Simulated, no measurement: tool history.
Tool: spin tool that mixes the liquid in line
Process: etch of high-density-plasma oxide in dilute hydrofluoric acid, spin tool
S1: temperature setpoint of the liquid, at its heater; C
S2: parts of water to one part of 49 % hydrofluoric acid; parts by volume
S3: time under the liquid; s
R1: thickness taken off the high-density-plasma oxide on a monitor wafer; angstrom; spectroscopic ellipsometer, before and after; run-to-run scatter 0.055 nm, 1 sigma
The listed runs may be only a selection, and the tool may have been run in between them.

{"run": 1, "hour": 0.0, "S1": 26.0, "S2": 135, "S3": 60, "R1": 24.748}
{"run": 2, "hour": 3.5, "S1": 27.5, "S2": 120, "S3": 60, "R1": 30.011}
{"run": 3, "hour": 12.0, "S1": 27.5, "S2": 120, "S3": 60, "R1": 30.525}
{"run": 4, "hour": 16.8, "S1": 30.5, "S2": 120, "S3": 60, "R1": 33.507}
{"run": 5, "hour": 22.8, "S1": 30.5, "S2": 160, "S3": 60, "R1": 24.025}
{"run": 6, "hour": 26.4, "S1": 31.5, "S2": 140, "S3": 60, "R1": 29.12}
{"run": 7, "hour": 30.5, "S1": 32.0, "S2": 120, "S3": 60, "R1": 36.343}
{"hour": 33.1, "done": "hydrofluoric acid flow meter replaced"}
{"run": 8, "hour": 33.1, "S1": 32.5, "S2": 110, "S3": 60, "R1": 43.805}

Predict the results of run 9:
{"run": 9, "hour": 40.6, "S1": 34.0, "S2": 80, "S3": 60, "R1": "?"}

R1: 66.550 angstrom
